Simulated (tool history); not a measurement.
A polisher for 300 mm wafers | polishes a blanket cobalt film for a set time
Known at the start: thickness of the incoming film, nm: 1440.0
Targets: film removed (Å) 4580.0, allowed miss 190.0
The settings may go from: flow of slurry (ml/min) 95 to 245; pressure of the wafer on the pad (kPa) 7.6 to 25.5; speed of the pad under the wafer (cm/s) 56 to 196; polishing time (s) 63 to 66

| run | hour | flow of slurry (ml/min) | pressure of the wafer on the pad (kPa) | speed of the pad under the wafer (cm/s) | polishing time (s) | film removed (Å) |
|---|---|---|---|---|---|---|
| 1 | 0.0 | 155 | 16.5 | 126 | 63 | 5636.6 |
| 2 | 3.5 | 155 | 15.9 | 126 | 63 | 5420.2 |
| 3 | 11.7 | 185 | 15.9 | 126 | 63 | 5646.0 |
| 4 | 16.4 | 215 | 15.9 | 126 | 63 | 5618.7 |
| 5 | 21.2 | 215 | 13.8 | 126 | 63 | 4980.7 |
| 6 | 29.8 | 215 | 13.8 | 148 | 63 | 5811.5 |
| 7 | 35.2 | 215 | 13.1 | 148 | 63 | 5633.2 |
| 8 | 41.1 | 195 | 9.7 | 146 | 63 | 3968.0 |
| 9 | 46.2 | 205 | 10.3 | 146 | 63 | 4387.8 |
| 10 | 47.8 | 210 | 10.3 | 146 | 63 | 4347.5 |

Which of these 4 next moves meets every target?
| A | 49.4 | 200 | 9.7 | 138 | 66 | ? |
| B | 49.4 | 215 | 12.4 | 130 | 63 | ? |
| C | 49.4 | 205 | 9.0 | 154 | 64 | ? |
| D | 49.4 | 200 | 12.4 | 136 | 66 | ? |

| move | film removed (Å) |
|---|---|
| A | 4020.8 |
| B | 4614.4 |
| C | 4068.3 |
| D | 5002.1 |
A: further off than the last run
B: meets every target
C: further off than the last run
D: takes the result that was furthest off past its target
Answer: B

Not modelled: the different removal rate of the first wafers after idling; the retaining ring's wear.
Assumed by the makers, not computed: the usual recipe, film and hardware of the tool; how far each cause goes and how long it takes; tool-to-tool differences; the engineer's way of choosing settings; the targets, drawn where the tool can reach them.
